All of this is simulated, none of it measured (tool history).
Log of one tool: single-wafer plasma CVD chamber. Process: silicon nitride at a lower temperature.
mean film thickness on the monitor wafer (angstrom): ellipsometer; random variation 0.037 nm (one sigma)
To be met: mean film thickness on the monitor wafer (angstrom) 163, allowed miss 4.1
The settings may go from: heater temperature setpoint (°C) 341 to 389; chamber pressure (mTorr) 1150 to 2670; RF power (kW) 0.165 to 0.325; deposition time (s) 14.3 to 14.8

run    day  heater temperature setpoint (°C)  chamber pressure (mTorr)  RF power (kW)  deposition time (s)  mean film thickness on the monitor wafer (angstrom)
  1      0                               365                      1910          0.245                 14.3                                               138.26
  2  0.308                               365                      1910          0.265                 14.3                                               145.77
  3  0.492                               370                      1910          0.265                 14.3                                               145.49
  4  0.792                               370                      1910          0.295                 14.3                                                156.6
  5  1.012                               370                      1590          0.295                 14.3                                               148.81
  6  1.175                               370                      1860          0.295                 14.3                                                  155
  7  1.288                               370                      1900          0.295                 14.3                                               156.25
  8  1.388                               370                      1930          0.295                 14.3                                               157.72
  9  1.412                               370                      1950          0.295                 14.3                                               157.16
 10    1.6                               370                      1980          0.295                 14.3                                               157.96

Which of these 5 next moves meets every target?
  A  1.788                               386                      2150           0.29                 14.7                                                    ?
  B  1.788                               373                      2050           0.27                 14.7                                                    ?
  C  1.788                               373                      1810           0.28                 14.7                                                    ?
  D  1.788                               370                      1970          0.315                 14.8                                                    ?
  E  1.788                               370                      2040           0.32                 14.8                                                    ?

move  mean film thickness on the monitor wafer (angstrom)
   A                                               163.45
   B                                               155.14
   C                                               153.81
   D                                               170.96
   E                                               174.17
A: meets every target
B: further off than the last run
C: further off than the last run
D: takes the result that was furthest off past its target
E: takes the result that was furthest off past its target
Move A is the one to make.

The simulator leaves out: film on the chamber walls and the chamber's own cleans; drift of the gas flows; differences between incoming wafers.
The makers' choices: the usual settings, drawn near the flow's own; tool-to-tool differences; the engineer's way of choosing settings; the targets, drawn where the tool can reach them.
